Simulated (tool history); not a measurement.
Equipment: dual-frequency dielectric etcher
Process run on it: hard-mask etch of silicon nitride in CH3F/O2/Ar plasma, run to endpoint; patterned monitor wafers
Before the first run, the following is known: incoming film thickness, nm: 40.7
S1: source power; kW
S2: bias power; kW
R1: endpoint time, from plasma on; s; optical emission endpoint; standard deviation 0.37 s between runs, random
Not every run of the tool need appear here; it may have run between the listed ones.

| run | hour | S1 | S2 | R1 |
|---|---|---|---|---|
| 1 | 0 | 0.54 | 0.094 | 52.571 |
| 2 | 5.2 | 0.59 | 0.099 | 49.289 |
| 3 | 13.7 | 0.52 | 0.099 | 53.25 |
| 4 | 22.3 | 0.45 | 0.099 | 55.363 |
| 5 | 27 | 0.45 | 0.105 | 54.524 |
| 6 | 28.2 | 0.45 | 0.095 | 56.922 |

For run 7, what comes out?
| 7 | 32.2 | 0.52 | 0.099 | ? |

R1: 53.364 s
